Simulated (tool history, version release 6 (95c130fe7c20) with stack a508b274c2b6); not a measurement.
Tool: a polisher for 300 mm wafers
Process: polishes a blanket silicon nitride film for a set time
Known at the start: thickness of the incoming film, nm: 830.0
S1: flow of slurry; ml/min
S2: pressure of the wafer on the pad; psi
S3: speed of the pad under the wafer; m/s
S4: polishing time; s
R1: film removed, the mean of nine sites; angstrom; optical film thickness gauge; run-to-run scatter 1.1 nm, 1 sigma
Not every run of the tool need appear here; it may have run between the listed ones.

{"run": 1, "day": 0.0, "S1": 180, "S2": 4, "S3": 1.06, "S4": 56, "R1": 1319.1}
{"run": 2, "day": 0.338, "S1": 180, "S2": 4, "S3": 0.78, "S4": 56, "R1": 1090.3}
{"run": 3, "day": 0.488, "S1": 180, "S2": 3.6, "S3": 0.76, "S4": 56, "R1": 941.7}
{"run": 4, "day": 0.512, "S1": 215, "S2": 3.6, "S3": 0.76, "S4": 56, "R1": 977.28}
{"run": 5, "day": 0.6, "S1": 215, "S2": 3.3, "S3": 0.76, "S4": 56, "R1": 886.47}
{"run": 6, "day": 0.788, "S1": 215, "S2": 3.1, "S3": 0.76, "S4": 56, "R1": 849.5}

Run 7 has not been measured yet. What should we expect?
{"run": 7, "day": 0.846, "S1": 210, "S2": 2.5, "S3": 0.74, "S4": 56, "R1": "?"}

{"run 7": {"R1": 677.14}}
